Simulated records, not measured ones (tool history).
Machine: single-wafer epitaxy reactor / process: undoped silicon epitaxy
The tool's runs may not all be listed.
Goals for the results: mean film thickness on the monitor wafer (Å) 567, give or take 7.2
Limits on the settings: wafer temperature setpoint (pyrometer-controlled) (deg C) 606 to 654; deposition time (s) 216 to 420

| run | hour | wafer temperature setpoint (pyrometer-controlled) (deg C) | deposition time (s) | mean film thickness on the monitor wafer (Å) |
|---|---|---|---|---|
| 1 | 0 | 630 | 318 | 318.43 |
| 2 | 9.1 | 630 | 292 | 295.12 |
| 3 | 17 | 633 | 297 | 316.46 |
| 4 | 21.9 | 633 | 314 | 334.11 |
| 5 | 24.1 | 636 | 318 | 361.73 |
| 6 | 24.8 | 629 | 318 | 312.96 |
| 7 | 32.6 | 632 | 321 | 337.31 |
| 8 | 34.5 | 635 | 323 | 361.03 |
| 9 | 36.3 | 637 | 325 | 376.28 |
|  | 42.9 | pyrometer calibrated |
| 10 | 42.9 | 639 | 328 | 446.62 |
| 11 | 47.1 | 640 | 328 | 453.85 |
| 12 | 52.2 | 652 | 329 | 578.96 |

Which single option among these 4 for the next run brings every result within its allowed miss of target? Just one does.
| A | 57.3 | 651 | 340 | ? |
| B | 57.3 | 647 | 370 | ? |
| C | 57.3 | 648 | 351 | ? |
| D | 57.3 | 653 | 329 | ? |

| move | mean film thickness on the monitor wafer (Å) |
|---|---|
| A | 583.76 |
| B | 587.65 |
| C | 568.47 |
| D | 587.18 |
A: further off than the last run
B: further off than the last run
C: in spec on every target
D: further off than the last run
Correct choice: C, which meets every target
